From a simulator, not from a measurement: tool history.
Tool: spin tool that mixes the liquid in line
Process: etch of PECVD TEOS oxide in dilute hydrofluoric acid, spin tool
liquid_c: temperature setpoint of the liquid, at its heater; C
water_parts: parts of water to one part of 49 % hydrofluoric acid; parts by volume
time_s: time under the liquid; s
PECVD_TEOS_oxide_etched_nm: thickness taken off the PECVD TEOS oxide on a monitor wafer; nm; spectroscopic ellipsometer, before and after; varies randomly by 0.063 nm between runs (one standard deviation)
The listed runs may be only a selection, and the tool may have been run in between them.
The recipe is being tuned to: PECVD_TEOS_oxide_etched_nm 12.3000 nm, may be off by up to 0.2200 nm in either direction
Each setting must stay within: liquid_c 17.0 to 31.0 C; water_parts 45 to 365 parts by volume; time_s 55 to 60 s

run	hour	liquid_c	water_parts	time_s	PECVD_TEOS_oxide_etched_nm
1	0.0	23.0	205	55	6.9378
2	8.4	23.0	205	55	6.9930
3	16.6	23.0	205	55	6.9716
4	21.0	25.5	205	55	7.6186
5	21.9	25.5	235	55	6.4783
6	28.9	25.5	190	55	8.4740
7	30.9	27.0	185	55	9.1736
8	38.3	28.0	180	55	9.7611
9	40.1	29.0	175	55	10.4800
10	43.0	29.5	170	55	11.1900
11	50.0	30.0	170	55	11.2460

Exactly one of the 5 candidate moves below puts every result within its allowed miss. Which one?
A	57.0	28.0	155	60	?
B	57.0	29.0	170	55	?
C	57.0	28.5	155	55	?
D	57.0	27.0	155	60	?
E	57.0	27.0	140	55	?

move	PECVD_TEOS_oxide_etched_nm
A	12.7750
B	10.8650
C	11.9260
D	12.3140
E	12.7300
A: pushes the last run's worst result past its target
B: moves away from the targets compared with the last run
C: gains on the last run, yet a result remains outside its allowed miss
D: all results land within tolerance of their targets
E: pushes the last run's worst result past its target
So the answer is move D, the one that meets all the targets.
